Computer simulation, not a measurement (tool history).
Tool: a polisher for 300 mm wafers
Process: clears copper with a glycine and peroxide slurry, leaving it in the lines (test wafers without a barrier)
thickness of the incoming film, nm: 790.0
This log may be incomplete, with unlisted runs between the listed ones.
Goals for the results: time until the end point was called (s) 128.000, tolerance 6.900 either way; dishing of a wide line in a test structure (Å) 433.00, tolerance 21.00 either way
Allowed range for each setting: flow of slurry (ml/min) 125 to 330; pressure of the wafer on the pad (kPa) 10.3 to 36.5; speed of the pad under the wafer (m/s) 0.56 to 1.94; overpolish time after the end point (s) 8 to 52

run	hour	flow of slurry (ml/min)	pressure of the wafer on the pad (kPa)	speed of the pad under the wafer (m/s)	overpolish time after the end point (s)	time until the end point was called (s)	dishing of a wide line in a test structure (Å)
1	0.0	210	23.4	1.24	26	78.247	467.56
2	5.6	210	26.9	1.24	26	69.469	470.59
3	12.9	210	22.8	1.22	22	80.515	466.77
4	16.5	230	22.8	1.22	22	78.327	452.96
5	23.0	230	20.0	1.22	22	87.640	445.74
6	29.4	225	17.9	1.20	23	101.380	447.82
7	32.3	225	16.5	1.20	22	108.350	438.13
8	38.6	220	15.9	1.20	22	110.830	430.41
9	39.8	215	15.2	1.18	24	118.190	438.32

Of the 4 settings listed for the next run, only one would bring every result within its allowed miss of target. Which one?
A	41.0	195	19.3	1.06	30	?	?
B	41.0	235	17.2	1.08	24	?	?
C	41.0	165	21.4	0.78	35	?	?
D	41.0	270	10.3	1.52	34	?	?

move	time until the end point was called (s)	dishing of a wide line in a test structure (Å)
A	105.430	467.03
B	111.130	446.94
C	128.260	481.35
D	125.370	438.58
A: moves away from the targets compared with the last run
B: moves away from the targets compared with the last run
C: the furthest-off result lands on target, but another misses its tolerance
D: every result within its allowed miss
Answer: D
